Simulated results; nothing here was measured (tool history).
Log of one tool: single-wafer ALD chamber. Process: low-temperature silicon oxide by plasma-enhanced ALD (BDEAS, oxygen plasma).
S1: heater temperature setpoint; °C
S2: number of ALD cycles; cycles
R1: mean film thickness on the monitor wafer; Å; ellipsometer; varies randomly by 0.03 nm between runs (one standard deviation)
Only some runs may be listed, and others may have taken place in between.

Run 1, hour 0: S1 115 °C, S2 52 cycles. Result: R1 70.438 Å.
Run 2, hour 4.9: S1 115 °C, S2 45 cycles. Result: R1 60.952 Å.
Run 3, hour 10: S1 113 °C, S2 49 cycles. Result: R1 66.463 Å.
Run 4, hour 14.1: S1 103 °C, S2 49 cycles. Result: R1 67.901 Å.
Run 5, hour 22.9: S1 103 °C, S2 43 cycles. Result: R1 59.18 Å.
Run 6, hour 24.5: S1 102 °C, S2 47 cycles. Result: R1 65.038 Å.
Run 7, hour 32.3: S1 101 °C, S2 50 cycles. Result: R1 69.216 Å.
Run 8, hour 34.3: S1 100 °C, S2 52 cycles. Result: R1 72.119 Å.
Run 9, hour 39: S1 99 °C, S2 54 cycles. Result: R1 75.426 Å.
Run 10, hour 41.8: S1 98 °C, S2 55 cycles. Result: R1 76.627 Å.
Run 11, hour 45.6: S1 97 °C, S2 56 cycles. Result: R1 78.354 Å.
Run 12, hour 49.9: S1 97 °C, S2 57 cycles. Result: R1 80.072 Å.

Run 13, settings as shown, results not yet in. Your forecast:
Run 13, hour 51.9: S1 97 °C, S2 58 cycles. Result: R1 ?.

Run 13 came out at R1 81.041 Å.
